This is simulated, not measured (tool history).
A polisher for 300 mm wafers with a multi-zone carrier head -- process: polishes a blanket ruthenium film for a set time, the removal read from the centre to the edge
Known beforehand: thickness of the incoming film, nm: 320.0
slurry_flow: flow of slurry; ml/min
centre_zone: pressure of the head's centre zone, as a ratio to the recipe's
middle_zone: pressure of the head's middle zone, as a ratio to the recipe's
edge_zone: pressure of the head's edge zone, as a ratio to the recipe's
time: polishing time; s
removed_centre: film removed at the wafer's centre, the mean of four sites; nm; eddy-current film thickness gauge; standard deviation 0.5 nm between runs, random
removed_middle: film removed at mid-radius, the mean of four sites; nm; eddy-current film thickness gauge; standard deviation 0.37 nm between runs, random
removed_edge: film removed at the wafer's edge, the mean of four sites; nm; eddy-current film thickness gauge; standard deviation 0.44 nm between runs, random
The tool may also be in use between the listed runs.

run  hour  slurry_flow  centre_zone  middle_zone  edge_zone  time  removed_centre  removed_middle  removed_edge
  1     0          200            1            1          1    49          73.713          73.142        73.272
  2     2          200            1            1          1    55          83.957          83.917        82.422
  3   7.9          250            1            1          1    55          86.072          83.866        84.841
  4  10.5          250            1            1          1    62          99.373          95.191        93.837
  5    16          235         0.98         0.99       0.97    55          83.619          84.124        83.398
  6  17.8          235         0.95         0.99       0.97    55          81.658          84.271        83.176
  7  21.4          215         0.94         0.98       0.95    49          71.265          73.172        72.778
  8  25.2          210         0.92         0.98       0.94    44          62.788          65.281        64.946
  9  30.6          205          0.9         0.98       0.93    40          56.103          60.095        57.744
 10  33.2          200         0.88         0.97       0.94    37          49.754          55.449        54.405
 11  42.2          195         0.87         0.96       0.93    35          46.253          50.593        50.634
 12    49          195         0.87         0.96       0.93    35          45.991          51.188        51.956
 13  56.5          190         0.86         0.96       0.91    34          44.203           48.85        49.013
 14  64.5          180         0.85         0.96        0.9    34          44.139          49.253         48.16

For run 15, what comes out?
 15  65.2          175         0.84         0.96        0.9    33               ?               ?             ?

{"run 15": {"removed_centre": 41.235, "removed_middle": 47.972, "removed_edge": 46.566}}
